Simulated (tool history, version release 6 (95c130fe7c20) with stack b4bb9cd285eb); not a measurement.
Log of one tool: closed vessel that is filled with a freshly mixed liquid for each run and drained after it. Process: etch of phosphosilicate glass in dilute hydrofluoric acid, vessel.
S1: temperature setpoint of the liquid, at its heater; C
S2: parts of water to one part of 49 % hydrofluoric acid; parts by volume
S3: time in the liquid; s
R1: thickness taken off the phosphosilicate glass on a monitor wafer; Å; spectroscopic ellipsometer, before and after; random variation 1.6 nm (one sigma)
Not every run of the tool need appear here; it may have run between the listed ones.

| run | hour | S1 | S2 | S3 | R1 |
|---|---|---|---|---|---|
| 1 | 0 | 21 | 200 | 100 | 496.76 |
| 2 | 6 | 23.5 | 200 | 100 | 555.87 |
| 3 | 11.3 | 23.5 | 145 | 100 | 811.15 |
| 4 | 16.8 | 23.5 | 145 | 100 | 809.35 |
|  | 17.8 | thermometer replaced |
| 5 | 17.8 | 23.5 | 110 | 100 | 1163.2 |
| 6 | 21.6 | 23.5 | 110 | 100 | 1159.9 |
| 7 | 23.6 | 25 | 90 | 100 | 1571 |

Forecast run 8:
| 8 | 29.7 | 26.5 | 90 | 100 | ? |

R1: 1622.4 Å

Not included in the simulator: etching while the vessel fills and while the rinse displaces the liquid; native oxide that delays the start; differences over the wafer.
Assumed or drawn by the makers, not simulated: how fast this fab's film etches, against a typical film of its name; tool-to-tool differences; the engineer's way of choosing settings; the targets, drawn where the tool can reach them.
